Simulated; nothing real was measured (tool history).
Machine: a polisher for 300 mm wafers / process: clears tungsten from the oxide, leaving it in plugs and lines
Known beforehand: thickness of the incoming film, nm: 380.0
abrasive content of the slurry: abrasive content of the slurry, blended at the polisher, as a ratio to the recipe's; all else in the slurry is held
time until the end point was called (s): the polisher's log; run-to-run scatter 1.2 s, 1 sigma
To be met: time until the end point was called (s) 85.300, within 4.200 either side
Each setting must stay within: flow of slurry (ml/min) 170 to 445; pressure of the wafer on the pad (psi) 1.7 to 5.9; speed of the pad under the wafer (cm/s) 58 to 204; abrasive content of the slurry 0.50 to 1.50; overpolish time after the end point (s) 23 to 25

run,hour,flow of slurry (ml/min),pressure of the wafer on the pad (psi),speed of the pad under the wafer (cm/s),abrasive content of the slurry,overpolish time after the end point (s),time until the end point was called (s)
1,0.0,285,3.8,130,1.00,23,50.569
2,1.6,285,3.2,128,1.00,23,58.069
3,6.6,285,3.2,128,0.90,23,58.264
4,11.6,285,2.8,124,0.90,23,62.970
5,18.6,285,2.5,118,0.90,23,72.814
6,24.2,285,2.3,118,0.90,23,75.726
7,26.3,285,2.1,118,0.90,23,77.170
8,27.0,285,2.1,118,0.90,23,79.937
9,34.8,285,2.0,118,0.90,23,79.875

Below are 4 possible settings for the next run. Only one of them brings all results inside the allowed miss of their targets. Which is it?
A,42.6,330,2.0,94,0.75,23,?
B,42.6,295,2.4,90,0.50,25,?
C,42.6,310,1.7,102,1.05,23,?
D,42.6,275,1.9,110,0.90,23,?

move,time until the end point was called (s)
A,94.224
B,94.415
C,91.927
D,86.540
A: takes the result that was furthest off past its target
B: takes the result that was furthest off past its target
C: takes the result that was furthest off past its target
D: every result within its allowed miss
Correct choice: D, which meets every target
